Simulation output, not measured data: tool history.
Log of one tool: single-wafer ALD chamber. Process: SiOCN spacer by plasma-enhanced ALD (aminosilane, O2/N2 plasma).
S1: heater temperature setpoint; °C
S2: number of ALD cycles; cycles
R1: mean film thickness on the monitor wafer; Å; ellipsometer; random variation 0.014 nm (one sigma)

run  hour   S1  S2      R1
  1     0  415  70  38.981
  2   1.7  410  70  39.781
  3   3.8  413  70  39.223
  4    12  416  70  39.015
  5  15.8  419  70  38.729
  6  21.8  419  77  42.622
  7    29  419  77   42.68
  8  37.6  422  76  41.723

Forecast run 9:
  9    42  424  75   ?

Run 9 gave R1 40.702 Å.
